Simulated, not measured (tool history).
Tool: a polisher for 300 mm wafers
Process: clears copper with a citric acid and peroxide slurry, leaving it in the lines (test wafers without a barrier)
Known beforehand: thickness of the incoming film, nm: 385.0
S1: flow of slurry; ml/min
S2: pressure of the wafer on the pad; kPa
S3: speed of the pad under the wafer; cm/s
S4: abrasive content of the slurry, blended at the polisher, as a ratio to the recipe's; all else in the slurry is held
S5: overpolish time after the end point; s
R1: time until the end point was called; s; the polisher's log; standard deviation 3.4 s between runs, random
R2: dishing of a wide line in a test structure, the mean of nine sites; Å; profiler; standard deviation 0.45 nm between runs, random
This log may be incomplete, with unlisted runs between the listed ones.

run  hour   S1    S2   S3  S4  S5      R1      R2
  1     0  280  17.9  132   1  20  192.24  329.95
  2   2.9  280  17.9  132   1  19  189.63   318.3
  3   8.6  280  17.9  132   1  18  184.47  300.55
  4  10.1  280  17.9  132   1  17  194.13  285.79
  5  13.2  280  17.9  132   1  10  179.77  176.01
  6  20.5  280  17.9  132   1   6  184.75  108.64

Run 7 has not been measured yet. What should we expect?
  7  22.8  280  17.9  132   1   8   ?   ?

R1: 190.49 s
R2: 143.75 Å
